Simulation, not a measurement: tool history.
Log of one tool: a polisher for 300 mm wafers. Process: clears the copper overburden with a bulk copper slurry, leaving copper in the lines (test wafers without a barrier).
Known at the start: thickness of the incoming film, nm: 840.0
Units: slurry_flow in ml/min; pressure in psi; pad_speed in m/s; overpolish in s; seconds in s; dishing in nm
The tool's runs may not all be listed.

| run | hour | slurry_flow | pressure | pad_speed | slurry_solids | overpolish | seconds | dishing |
|---|---|---|---|---|---|---|---|---|
| 1 | 0.0 | 140 | 2.2 | 0.84 | 1.0 | 22 | 157.34 | 68.009 |
| 2 | 6.5 | 145 | 2.3 | 0.84 | 1.0 | 22 | 151.15 | 70.577 |
| 3 | 7.5 | 130 | 2.3 | 0.84 | 1.0 | 22 | 156.82 | 70.389 |
| 4 | 11.3 | 140 | 2.4 | 0.84 | 1.0 | 22 | 145.59 | 72.985 |
| 5 | 17.4 | 140 | 2.0 | 0.84 | 1.0 | 22 | 172.75 | 63.496 |
|  | 25.2 | head pressure recalibrated |
| 6 | 25.2 | 140 | 1.5 | 0.84 | 1.0 | 22 | 226.47 | 51.029 |
| 7 | 27.6 | 145 | 1.7 | 0.84 | 1.0 | 22 | 200.01 | 55.226 |

The next listed run, before its measurement:
| 8 | 34.5 | 150 | 1.9 | 0.84 | 1.0 | 22 | ? | ? |

Run 8 gave seconds 184.92 s, dishing 60.379 nm.

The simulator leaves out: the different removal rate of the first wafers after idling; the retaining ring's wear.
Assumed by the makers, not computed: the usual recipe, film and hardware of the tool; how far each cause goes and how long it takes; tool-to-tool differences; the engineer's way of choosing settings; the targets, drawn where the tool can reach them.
